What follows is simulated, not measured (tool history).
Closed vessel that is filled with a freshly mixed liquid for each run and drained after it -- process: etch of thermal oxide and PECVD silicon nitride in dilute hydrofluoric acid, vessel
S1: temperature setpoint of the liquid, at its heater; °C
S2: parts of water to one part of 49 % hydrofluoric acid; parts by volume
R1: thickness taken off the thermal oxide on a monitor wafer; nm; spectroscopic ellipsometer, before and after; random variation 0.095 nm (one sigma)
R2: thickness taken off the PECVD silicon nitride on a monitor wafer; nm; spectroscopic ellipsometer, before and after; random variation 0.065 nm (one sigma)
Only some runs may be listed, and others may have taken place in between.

Run 1, hour 0: S1 22 °C, S2 40 parts by volume, time in the liquid (s) 60. Result: R1 7.8216 nm, R2 5.3987 nm.
Run 2, hour 6.3: S1 22.5 °C, S2 35 parts by volume, time in the liquid (s) 60. Result: R1 9.2622 nm, R2 6.3142 nm.
Run 3, hour 9.6: S1 22.5 °C, S2 20 parts by volume, time in the liquid (s) 60. Result: R1 16.571 nm, R2 10.866 nm.
Run 4, hour 16.4: S1 23 °C, S2 20 parts by volume, time in the liquid (s) 60. Result: R1 16.889 nm, R2 11.202 nm.
Run 5, hour 21.4: S1 21 °C, S2 20 parts by volume, time in the liquid (s) 60. Result: R1 15.581 nm, R2 9.6825 nm.
At hour 29.3: thermometer replaced.
Run 6, hour 29.3: S1 21 °C, S2 20 parts by volume, time in the liquid (s) 75. Result: R1 17.559 nm, R2 10.213 nm.
Run 7, hour 31.1: S1 21.5 °C, S2 20 parts by volume, time in the liquid (s) 75. Result: R1 18.083 nm, R2 10.745 nm.
Run 8, hour 33.6: S1 22 °C, S2 20 parts by volume, time in the liquid (s) 75. Result: R1 18.371 nm, R2 11.029 nm.
Run 9, hour 38.6: S1 22.5 °C, S2 20 parts by volume, time in the liquid (s) 75. Result: R1 18.802 nm, R2 11.538 nm.
Run 10, hour 44.2: S1 23 °C, S2 20 parts by volume, time in the liquid (s) 75. Result: R1 19.134 nm, R2 11.754 nm.
Run 11, hour 49.6: S1 23.5 °C, S2 20 parts by volume, time in the liquid (s) 75. Result: R1 19.521 nm, R2 12.258 nm.
Run 12, hour 58.7: S1 24 °C, S2 20 parts by volume, time in the liquid (s) 75. Result: R1 19.817 nm, R2 12.625 nm.
Run 13, hour 62.5: S1 25 °C, S2 20 parts by volume, time in the liquid (s) 70. Result: R1 19.651 nm, R2 12.64 nm.
Run 14, hour 67.5: S1 25.5 °C, S2 20 parts by volume, time in the liquid (s) 70. Result: R1 19.63 nm, R2 12.943 nm.
Run 15, hour 73.7: S1 26 °C, S2 20 parts by volume, time in the liquid (s) 65. Result: R1 18.786 nm, R2 12.647 nm.
Run 16, hour 81.7: S1 26.5 °C, S2 20 parts by volume, time in the liquid (s) 60. Result: R1 17.774 nm, R2 12.047 nm.

Estimate the outcome of run 17 from the log above:
Run 17, hour 87.3: S1 27 °C, S2 20 parts by volume, time in the liquid (s) 60. Result: R1 ?, R2 ?.

Run 17 yielded R1 18.012 nm, R2 12.417 nm.
